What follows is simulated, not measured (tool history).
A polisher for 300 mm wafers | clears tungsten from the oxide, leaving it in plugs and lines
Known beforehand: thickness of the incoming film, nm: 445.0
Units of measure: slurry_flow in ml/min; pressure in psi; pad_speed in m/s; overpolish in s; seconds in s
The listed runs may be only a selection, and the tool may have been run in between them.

| run | hour | slurry_flow | pressure | pad_speed | slurry_solids | overpolish | seconds |
|---|---|---|---|---|---|---|---|
| 1 | 0.0 | 155 | 3.9 | 0.98 | 1.00 | 6 | 83.571 |
| 2 | 3.1 | 155 | 3.9 | 0.84 | 1.00 | 6 | 99.818 |
| 3 | 8.1 | 155 | 3.9 | 0.84 | 1.00 | 4 | 99.903 |
| 4 | 10.5 | 155 | 4.3 | 0.84 | 1.00 | 4 | 93.094 |
| 5 | 11.9 | 155 | 4.3 | 0.70 | 1.00 | 4 | 110.060 |
| 6 | 19.3 | 155 | 4.8 | 0.76 | 1.00 | 4 | 86.480 |
| 7 | 25.2 | 155 | 5.1 | 0.76 | 1.00 | 4 | 84.820 |
| 8 | 28.8 | 160 | 6.1 | 1.02 | 1.05 | 4 | 53.147 |

Run 9 is up next; what results do you expect?
| 9 | 35.2 | 160 | 6.1 | 1.02 | 1.05 | 4 | ? |

{"run 9": {"seconds": 53.365}}
